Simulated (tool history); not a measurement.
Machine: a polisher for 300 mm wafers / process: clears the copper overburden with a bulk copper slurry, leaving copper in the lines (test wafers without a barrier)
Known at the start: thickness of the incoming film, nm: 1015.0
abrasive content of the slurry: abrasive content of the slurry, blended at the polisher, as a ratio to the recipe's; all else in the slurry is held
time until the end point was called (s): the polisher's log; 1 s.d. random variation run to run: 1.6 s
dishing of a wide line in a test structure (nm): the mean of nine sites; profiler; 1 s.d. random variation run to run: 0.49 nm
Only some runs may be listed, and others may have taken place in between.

run,day,flow of slurry (ml/min),pressure of the wafer on the pad (psi),speed of the pad under the wafer (cm/s),abrasive content of the slurry,overpolish time after the end point (s),time until the end point was called (s),dishing of a wide line in a test structure (nm)
1,0,235,2,110,1,11,133.82,48.69
2,0.108,185,2,110,1,11,136.85,47.242
3,0.442,185,2,110,1,9,135.56,42.306
4,0.8,185,1.8,110,1,8,151.17,34.881
5,1.092,185,1.8,110,1.1,8,145.75,34.948
6,1.375,235,1.8,110,1.1,8,143.1,36.302

Run 7 comes next. What will it give?
7,1.438,230,1.7,110,1.1,8,?,?

Logged for run 7: time until the end point was called (s) 148.68, dishing of a wide line in a test structure (nm) 34.975.
